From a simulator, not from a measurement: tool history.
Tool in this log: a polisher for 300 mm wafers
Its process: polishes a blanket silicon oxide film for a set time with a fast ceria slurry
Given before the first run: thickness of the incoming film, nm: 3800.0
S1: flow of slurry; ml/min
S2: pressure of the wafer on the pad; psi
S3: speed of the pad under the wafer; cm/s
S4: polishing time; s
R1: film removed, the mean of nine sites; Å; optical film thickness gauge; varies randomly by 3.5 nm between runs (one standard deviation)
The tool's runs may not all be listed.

run,hour,S1,S2,S3,S4,R1
1,0.0,260,3.1,92,53,9021.8
2,3.6,255,2.9,92,53,8532.1
3,11.4,255,2.9,104,53,9627.6
4,19.3,255,2.9,104,56,10220.0
5,22.2,230,2.9,104,56,9983.5
# hour 26.1: worn pad replaced by a new one
6,26.1,230,2.9,92,56,9718.0
7,32.5,245,2.7,90,56,9131.4

Forecast run 8:
8,40.0,245,2.5,84,56,?

R1: 8131.3 Å

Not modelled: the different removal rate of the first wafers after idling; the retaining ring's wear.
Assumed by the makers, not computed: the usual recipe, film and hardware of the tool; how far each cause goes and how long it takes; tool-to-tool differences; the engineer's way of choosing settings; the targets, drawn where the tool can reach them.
